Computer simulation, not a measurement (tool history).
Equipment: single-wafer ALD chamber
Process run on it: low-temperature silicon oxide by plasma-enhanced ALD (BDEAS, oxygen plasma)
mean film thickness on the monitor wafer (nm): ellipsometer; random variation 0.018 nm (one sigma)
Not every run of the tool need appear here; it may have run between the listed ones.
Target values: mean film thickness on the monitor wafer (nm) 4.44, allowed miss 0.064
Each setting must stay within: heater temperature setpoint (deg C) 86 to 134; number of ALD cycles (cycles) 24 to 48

run,hour,heater temperature setpoint (deg C),number of ALD cycles (cycles),mean film thickness on the monitor wafer (nm)
1,0,110,36,5.9625
2,8.5,110,38,6.3332
3,16.7,99,38,6.5257
4,21.5,106,35,5.8243
5,26.5,111,33,5.4749
6,34.4,107,33,5.4834
# hour 39: thermocouple changed; heater temperature recalibrated
7,39,110,31,5.0188
8,43.8,122,29,4.6193

4 candidate next runs follow, results not yet known. Just one meets every target within its allowed miss. Identify it.
A,48.6,106,28,?
B,48.6,126,29,?
C,48.6,122,28,?
D,48.6,134,28,?

move,mean film thickness on the monitor wafer (nm)
A,4.5905
B,4.5577
C,4.4385
D,4.3246
A: moves toward the targets from the last run without getting all of them in spec
B: moves toward the targets from the last run without getting all of them in spec
C: each result inside its tolerance
D: pushes the last run's worst result past its target
The move that meets every target is C.

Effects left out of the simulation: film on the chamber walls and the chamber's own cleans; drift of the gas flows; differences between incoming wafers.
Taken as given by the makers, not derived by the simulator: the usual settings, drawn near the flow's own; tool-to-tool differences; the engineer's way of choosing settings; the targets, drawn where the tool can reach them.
